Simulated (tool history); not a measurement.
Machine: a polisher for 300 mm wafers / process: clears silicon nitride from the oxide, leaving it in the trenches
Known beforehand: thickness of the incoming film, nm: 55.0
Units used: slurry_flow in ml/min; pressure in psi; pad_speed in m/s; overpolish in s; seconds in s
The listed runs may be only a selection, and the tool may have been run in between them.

run,hour,slurry_flow,pressure,pad_speed,overpolish,seconds
1,0.0,275,2.1,0.96,5,97.373
2,3.6,235,2.1,0.96,5,98.845
3,5.7,235,1.9,0.92,5,108.530
4,8.8,235,1.9,0.70,5,140.160
5,15.3,235,1.7,0.70,5,149.930
6,21.5,235,1.6,0.68,5,158.280
7,22.8,235,1.5,0.66,5,174.510

Run 8 comes next. What will it give?
8,27.4,235,1.4,0.66,5,?

{"run 8": {"seconds": 182.32}}

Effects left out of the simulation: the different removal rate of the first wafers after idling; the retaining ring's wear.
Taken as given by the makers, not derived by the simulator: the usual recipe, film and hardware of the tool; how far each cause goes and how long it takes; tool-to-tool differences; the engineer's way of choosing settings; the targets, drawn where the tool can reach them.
